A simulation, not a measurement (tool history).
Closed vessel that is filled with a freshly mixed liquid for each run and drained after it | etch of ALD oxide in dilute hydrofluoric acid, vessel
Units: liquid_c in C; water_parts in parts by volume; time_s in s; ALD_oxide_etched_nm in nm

run,day,liquid_c,water_parts,time_s,ALD_oxide_etched_nm
1,0,23,100,105,15.945
2,0.112,23,80,105,20.54
3,0.404,23,80,110,21.468
4,0.538,23,60,110,29.425
5,0.783,19.5,60,110,25.46
6,0.988,17,60,110,22.946
7,1.321,18.5,60,110,24.468
8,1.529,20,60,110,25.956
9,1.917,21,60,110,26.953

The next listed run, before its measurement:
# day 2.079: thermometer replaced
10,2.079,22,60,110,?

ALD_oxide_etched_nm: 26.951 nm
